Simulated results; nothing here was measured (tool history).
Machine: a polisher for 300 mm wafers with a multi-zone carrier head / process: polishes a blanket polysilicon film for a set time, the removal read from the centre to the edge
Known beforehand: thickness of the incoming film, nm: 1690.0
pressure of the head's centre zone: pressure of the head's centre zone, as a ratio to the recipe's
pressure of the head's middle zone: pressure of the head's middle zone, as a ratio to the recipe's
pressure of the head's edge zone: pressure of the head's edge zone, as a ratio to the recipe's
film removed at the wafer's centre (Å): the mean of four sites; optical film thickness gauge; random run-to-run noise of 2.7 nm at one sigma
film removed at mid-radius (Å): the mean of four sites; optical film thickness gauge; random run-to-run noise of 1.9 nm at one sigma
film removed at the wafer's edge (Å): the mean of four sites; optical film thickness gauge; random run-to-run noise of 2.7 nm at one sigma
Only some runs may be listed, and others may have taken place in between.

run  hour  flow of slurry (ml/min)  pressure of the head's centre zone  pressure of the head's middle zone  pressure of the head's edge zone  polishing time (s)  film removed at the wafer's centre (Å)  film removed at mid-radius (Å)  film removed at the wafer's edge (Å)
  1     0                      165                                   1                                   1                                 1                  64                                  2784.1                          2874.8                                2688.8
  2   5.1                      165                                1.05                                   1                                 1                  64                                  2807.2                          2845.1                                2714.4
  3   6.7                      165                                1.09                                   1                                 1                  64                                  2947.2                          2819.2                                2700.2
  4  11.8                      165                                1.09                                   1                                 1                  56                                  2567.4                          2477.3                                2365.9
  5  12.6                      170                                1.09                                0.99                              1.03                  56                                  2621.3                          2462.7                                2363.6
  6  14.3                      160                                1.08                                0.97                              1.04                  58                                  2636.6                          2500.2                                2479.9
     18.3  -- worn pad replaced by a new one
  7  18.3                      160                                1.08                                0.96                              1.06                  59                                  2797.3                          2650.5                                2755.4
  8  21.5                      160                                1.08                                0.95                              1.06                  59                                  2921.2                          2658.7                                2751.7
  9  30.4                      160                                1.08                                0.95                              1.06                  59                                  2912.2                          2635.7                                2758.8

Run 10 is up next; what results do you expect?
 10  37.3                      155                                1.08                                0.95                              1.06                  59                                       ?                               ?                                     ?

Run 10 measured film removed at the wafer's centre (Å) 2888.8, film removed at mid-radius (Å) 2631.5, film removed at the wafer's edge (Å) 2737.3.

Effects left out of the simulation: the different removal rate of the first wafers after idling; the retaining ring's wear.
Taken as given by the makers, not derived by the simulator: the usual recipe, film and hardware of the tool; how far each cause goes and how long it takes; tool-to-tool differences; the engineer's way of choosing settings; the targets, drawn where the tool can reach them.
